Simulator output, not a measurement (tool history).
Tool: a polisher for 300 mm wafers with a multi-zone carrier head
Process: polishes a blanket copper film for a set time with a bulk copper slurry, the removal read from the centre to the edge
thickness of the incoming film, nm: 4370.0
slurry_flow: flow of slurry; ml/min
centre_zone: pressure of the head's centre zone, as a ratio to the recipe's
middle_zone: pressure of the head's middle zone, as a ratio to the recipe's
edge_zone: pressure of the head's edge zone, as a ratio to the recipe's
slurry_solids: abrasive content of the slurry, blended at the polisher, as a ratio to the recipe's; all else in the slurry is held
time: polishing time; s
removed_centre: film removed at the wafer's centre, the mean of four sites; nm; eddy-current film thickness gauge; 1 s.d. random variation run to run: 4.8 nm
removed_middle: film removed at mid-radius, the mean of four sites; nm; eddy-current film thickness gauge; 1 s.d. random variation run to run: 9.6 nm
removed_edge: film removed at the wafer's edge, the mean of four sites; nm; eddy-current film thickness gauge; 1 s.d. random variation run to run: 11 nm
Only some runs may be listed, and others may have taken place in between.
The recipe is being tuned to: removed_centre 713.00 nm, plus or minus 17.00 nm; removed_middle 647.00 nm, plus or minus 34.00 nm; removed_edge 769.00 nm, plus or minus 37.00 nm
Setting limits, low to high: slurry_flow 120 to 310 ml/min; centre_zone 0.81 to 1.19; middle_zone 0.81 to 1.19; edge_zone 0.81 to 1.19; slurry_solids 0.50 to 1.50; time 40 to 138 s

Run 1, hour 0.0: slurry_flow 200 ml/min, centre_zone 1.00, middle_zone 1.00, edge_zone 1.00, slurry_solids 1.00, time 88 s. Result: removed_centre 629.94 nm, removed_middle 655.78 nm, removed_edge 645.83 nm.
Run 2, hour 8.0: slurry_flow 215 ml/min, centre_zone 1.01, middle_zone 0.97, edge_zone 1.06, slurry_solids 1.05, time 88 s. Result: removed_centre 651.37 nm, removed_middle 648.58 nm, removed_edge 669.37 nm.
Run 3, hour 11.0: slurry_flow 215 ml/min, centre_zone 1.01, middle_zone 0.97, edge_zone 1.13, slurry_solids 1.05, time 88 s. Result: removed_centre 652.35 nm, removed_middle 624.34 nm, removed_edge 669.54 nm.
Run 4, hour 16.4: slurry_flow 225 ml/min, centre_zone 1.00, middle_zone 0.94, edge_zone 1.15, slurry_solids 1.15, time 89 s. Result: removed_centre 662.53 nm, removed_middle 654.76 nm, removed_edge 722.96 nm.
Run 5, hour 20.6: slurry_flow 225 ml/min, centre_zone 1.00, middle_zone 0.94, edge_zone 1.12, slurry_solids 1.15, time 89 s. Result: removed_centre 671.83 nm, removed_middle 652.33 nm, removed_edge 689.12 nm.
Run 6, hour 28.4: slurry_flow 205 ml/min, centre_zone 1.00, middle_zone 0.92, edge_zone 1.14, slurry_solids 1.15, time 92 s. Result: removed_centre 687.56 nm, removed_middle 659.92 nm, removed_edge 742.16 nm.
Run 7, hour 29.4: slurry_flow 205 ml/min, centre_zone 1.01, middle_zone 0.91, edge_zone 1.15, slurry_solids 1.15, time 92 s. Result: removed_centre 694.15 nm, removed_middle 653.23 nm, removed_edge 739.62 nm.
Run 8, hour 33.7: slurry_flow 205 ml/min, centre_zone 1.01, middle_zone 0.90, edge_zone 1.16, slurry_solids 1.15, time 92 s. Result: removed_centre 693.29 nm, removed_middle 637.44 nm, removed_edge 718.35 nm.
Run 9, hour 41.1: slurry_flow 195 ml/min, centre_zone 1.01, middle_zone 0.89, edge_zone 1.17, slurry_solids 1.20, time 92 s. Result: removed_centre 690.01 nm, removed_middle 664.86 nm, removed_edge 746.33 nm.
Run 10, hour 43.0: slurry_flow 200 ml/min, centre_zone 1.01, middle_zone 0.87, edge_zone 1.18, slurry_solids 1.20, time 92 s. Result: removed_centre 680.45 nm, removed_middle 625.68 nm, removed_edge 748.10 nm.
Run 11, hour 49.8: slurry_flow 200 ml/min, centre_zone 1.01, middle_zone 0.87, edge_zone 1.18, slurry_solids 1.20, time 92 s. Result: removed_centre 695.60 nm, removed_middle 627.24 nm, removed_edge 762.47 nm.
Run 12, hour 55.1: slurry_flow 205 ml/min, centre_zone 1.01, middle_zone 0.87, edge_zone 1.18, slurry_solids 1.20, time 92 s. Result: removed_centre 688.68 nm, removed_middle 632.92 nm, removed_edge 756.94 nm.

Consider the 4 candidate settings below. Which is the only one whose results all fall within their allowed miss of target?
Run A, hour 60.4: slurry_flow 225 ml/min, centre_zone 1.00, middle_zone 0.96, edge_zone 1.17, slurry_solids 1.35, time 84 s. Result: removed_centre ?, removed_middle ?, removed_edge ?.
Run B, hour 60.4: slurry_flow 200 ml/min, centre_zone 0.92, middle_zone 0.84, edge_zone 1.16, slurry_solids 1.20, time 95 s. Result: removed_centre ?, removed_middle ?, removed_edge ?.
Run C, hour 60.4: slurry_flow 250 ml/min, centre_zone 0.93, middle_zone 0.81, edge_zone 1.19, slurry_solids 1.30, time 90 s. Result: removed_centre ?, removed_middle ?, removed_edge ?.
Run D, hour 60.4: slurry_flow 180 ml/min, centre_zone 0.99, middle_zone 0.82, edge_zone 1.12, slurry_solids 1.30, time 97 s. Result: removed_centre ?, removed_middle ?, removed_edge ?.

move  removed_centre  removed_middle  removed_edge
   A          647.70          648.17        692.85
   B          648.83          651.89        755.78
   C          650.22          630.92        750.62
   D          710.37          656.15        763.24
A: the biggest miss grows against the last run
B: the biggest miss grows against the last run
C: the biggest miss grows against the last run
D: all results in spec
So the answer is move D, the one that meets all the targets.

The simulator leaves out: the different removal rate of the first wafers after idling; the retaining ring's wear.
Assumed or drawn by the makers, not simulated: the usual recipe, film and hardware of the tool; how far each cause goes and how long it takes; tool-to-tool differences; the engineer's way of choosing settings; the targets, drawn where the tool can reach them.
